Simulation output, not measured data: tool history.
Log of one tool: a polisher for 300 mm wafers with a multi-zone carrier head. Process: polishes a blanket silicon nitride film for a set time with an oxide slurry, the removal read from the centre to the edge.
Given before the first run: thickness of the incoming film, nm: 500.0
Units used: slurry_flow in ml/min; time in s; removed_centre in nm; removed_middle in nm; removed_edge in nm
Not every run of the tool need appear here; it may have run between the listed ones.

run,hour,slurry_flow,centre_zone,middle_zone,edge_zone,slurry_solids,time,removed_centre,removed_middle,removed_edge
1,0,150,1,1,1,1,58,38.006,37.158,38.489
2,3.4,150,1,1,1.05,1,58,38.274,37.568,38.522
3,8.5,130,1,1,1.05,1,58,36.767,36.154,37.58
4,10.3,140,1.01,0.97,1.06,1.1,58,39.298,36.938,40.122
5,13.3,160,1.01,0.97,1.06,1.1,58,40.045,38.783,40.803
6,15,160,1.01,0.97,1.15,1.1,58,40.619,37.742,41.971
7,23.8,165,1.03,0.96,1.16,1.15,58,41.755,38.978,43.02
8,27.4,170,1.06,0.94,1.17,1.2,58,44.414,39.112,44.298

Forecast run 9:
9,31.7,175,1.07,0.93,1.17,1.25,58,?,?,?

removed_centre: 45.563 nm
removed_middle: 39.361 nm
removed_edge: 45.106 nm

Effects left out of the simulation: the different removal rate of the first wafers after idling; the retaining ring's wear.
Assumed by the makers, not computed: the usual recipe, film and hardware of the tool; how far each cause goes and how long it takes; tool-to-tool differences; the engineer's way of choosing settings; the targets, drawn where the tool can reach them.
